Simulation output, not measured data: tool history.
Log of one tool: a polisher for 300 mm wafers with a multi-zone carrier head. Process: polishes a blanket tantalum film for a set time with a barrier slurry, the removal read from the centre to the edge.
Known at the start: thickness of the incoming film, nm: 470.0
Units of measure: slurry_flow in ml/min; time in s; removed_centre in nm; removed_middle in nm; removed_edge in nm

run    day  slurry_flow  centre_zone  middle_zone  edge_zone  slurry_solids  time  removed_centre  removed_middle  removed_edge
  1  0.000          165         1.00         1.00       1.00           1.00    74         122.530         120.610       122.820
  2  0.188          200         1.00         1.00       1.00           1.00    74         126.550         125.060       127.520
  3  0.496          200         1.00         1.00       1.00           1.10    74         129.900         131.440       129.810
  4  0.796          200         1.00         1.00       0.94           1.10    74         129.840         132.650       121.450
  5  1.104          190         1.00         1.00       0.90           0.95    64         105.780         106.560        98.653
  6  1.271          190         0.94         1.00       0.90           0.95    64          98.451         104.950        99.932
  7  1.504          185         0.98         1.01       0.87           0.80    57          83.438          86.039        79.000

Run 8, settings as shown, results not yet in. Your forecast:
  8  1.588          135         1.07         1.00       0.81           0.55    55               ?               ?             ?

{"run 8": {"removed_centre": 58.441, "removed_middle": 55.744, "removed_edge": 50.839}}
